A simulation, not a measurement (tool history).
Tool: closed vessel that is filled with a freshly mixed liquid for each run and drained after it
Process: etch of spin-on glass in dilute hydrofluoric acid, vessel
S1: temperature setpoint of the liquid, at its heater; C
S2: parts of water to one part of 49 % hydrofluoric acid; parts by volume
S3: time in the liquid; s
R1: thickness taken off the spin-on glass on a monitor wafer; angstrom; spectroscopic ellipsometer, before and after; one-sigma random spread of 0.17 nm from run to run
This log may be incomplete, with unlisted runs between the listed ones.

run,day,S1,S2,S3,R1
1,0.000,21.0,85,85,300.52
2,0.375,20.0,90,85,267.20
3,0.667,19.0,95,85,244.06
4,1.017,18.5,100,85,222.26
5,1.371,18.0,100,85,222.99
6,1.725,21.5,100,85,259.71
7,1.858,20.5,105,85,235.75
8,2.071,19.5,105,85,226.65
9,2.112,19.0,105,85,221.53
10,2.242,18.5,105,85,215.78
11,2.454,18.0,105,85,206.48

What does the tool deliver on the next run?
12,2.729,17.5,105,85,?

{"run 12": {"R1": 205.88}}

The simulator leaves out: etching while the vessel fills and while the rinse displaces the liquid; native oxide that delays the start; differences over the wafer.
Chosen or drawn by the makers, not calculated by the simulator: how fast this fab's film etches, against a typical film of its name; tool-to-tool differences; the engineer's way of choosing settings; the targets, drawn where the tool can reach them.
